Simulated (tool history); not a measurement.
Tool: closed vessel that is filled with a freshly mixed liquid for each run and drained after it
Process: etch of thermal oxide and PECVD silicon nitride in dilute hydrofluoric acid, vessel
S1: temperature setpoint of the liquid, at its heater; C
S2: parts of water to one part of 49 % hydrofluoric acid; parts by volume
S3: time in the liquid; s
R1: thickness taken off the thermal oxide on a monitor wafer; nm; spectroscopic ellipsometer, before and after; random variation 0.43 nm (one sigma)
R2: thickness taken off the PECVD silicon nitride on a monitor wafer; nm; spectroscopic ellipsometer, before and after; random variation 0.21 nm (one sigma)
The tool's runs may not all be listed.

run 1 hour=0.0 | S1=26.0 S2=200 S3=905 | R1=19.575 R2=11.8590
run 2 hour=3.6 | S1=26.0 S2=200 S3=605 | R1=12.917 R2=8.1120
run 3 hour=8.0 | S1=26.0 S2=165 S3=605 | R1=16.500 R2=9.8495
run 4 hour=12.0 | S1=26.0 S2=105 S3=605 | R1=28.083 R2=15.2350
run 5 hour=14.0 | S1=26.0 S2=175 S3=605 | R1=15.318 R2=9.1417
run 6 hour=16.0 | S1=25.5 S2=135 S3=645 | R1=21.683 R2=12.3840

Run 7 comes next. What will it give?
run 7 hour=22.1 | S1=26.0 S2=110 S3=645 | R1=? R2=?

R1: 27.947 nm
R2: 15.4060 nm
